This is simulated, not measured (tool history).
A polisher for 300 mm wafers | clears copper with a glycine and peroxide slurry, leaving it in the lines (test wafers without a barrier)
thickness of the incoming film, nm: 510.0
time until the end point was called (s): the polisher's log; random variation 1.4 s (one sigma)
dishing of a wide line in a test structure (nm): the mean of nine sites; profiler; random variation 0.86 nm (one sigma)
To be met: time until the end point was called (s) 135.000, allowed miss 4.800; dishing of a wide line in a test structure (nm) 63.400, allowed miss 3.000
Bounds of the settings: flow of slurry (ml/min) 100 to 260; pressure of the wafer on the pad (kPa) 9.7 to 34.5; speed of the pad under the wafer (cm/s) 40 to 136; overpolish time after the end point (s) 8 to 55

| run | hour | flow of slurry (ml/min) | pressure of the wafer on the pad (kPa) | speed of the pad under the wafer (cm/s) | overpolish time after the end point (s) | time until the end point was called (s) | dishing of a wide line in a test structure (nm) |
|---|---|---|---|---|---|---|---|
| 1 | 0.0 | 165 | 22.1 | 88 | 28 | 110.510 | 81.935 |
| 2 | 5.3 | 195 | 22.1 | 88 | 28 | 108.210 | 81.052 |
| 3 | 10.1 | 195 | 22.1 | 88 | 21 | 108.150 | 66.756 |
| 4 | 15.6 | 195 | 26.9 | 88 | 21 | 93.440 | 74.629 |
| 5 | 23.4 | 195 | 26.9 | 88 | 29 | 94.267 | 91.508 |
| 6 | 25.4 | 195 | 25.5 | 88 | 28 | 97.534 | 86.194 |
| 7 | 30.8 | 195 | 24.1 | 88 | 28 | 101.670 | 87.551 |
| 8 | 32.5 | 195 | 22.8 | 88 | 27 | 107.570 | 81.229 |
| 9 | 35.6 | 195 | 22.1 | 88 | 26 | 109.460 | 78.346 |
| 10 | 39.9 | 195 | 21.4 | 88 | 26 | 112.020 | 77.388 |
| 11 | 46.3 | 195 | 20.7 | 88 | 25 | 114.710 | 73.846 |
| 12 | 51.2 | 195 | 20.0 | 88 | 25 | 120.600 | 73.142 |
| 13 | 59.3 | 195 | 18.6 | 88 | 23 | 121.860 | 63.993 |
| 14 | 66.1 | 195 | 17.9 | 88 | 23 | 126.620 | 62.749 |

Which of these 4 next moves meets every target?
| A | 72.9 | 190 | 17.2 | 86 | 30 | ? | ? |
| B | 72.9 | 260 | 12.4 | 98 | 31 | ? | ? |
| C | 72.9 | 205 | 15.9 | 92 | 25 | ? | ? |
| D | 72.9 | 185 | 18.6 | 98 | 20 | ? | ? |

| move | time until the end point was called (s) | dishing of a wide line in a test structure (nm) |
|---|---|---|
| A | 134.540 | 73.263 |
| B | 150.730 | 68.214 |
| C | 135.590 | 63.486 |
| D | 116.760 | 60.088 |
A: brings the result that was furthest off to its target, and leaves another outside
B: takes the result that was furthest off past its target
C: meets every target
D: further off than the last run
Answer: C

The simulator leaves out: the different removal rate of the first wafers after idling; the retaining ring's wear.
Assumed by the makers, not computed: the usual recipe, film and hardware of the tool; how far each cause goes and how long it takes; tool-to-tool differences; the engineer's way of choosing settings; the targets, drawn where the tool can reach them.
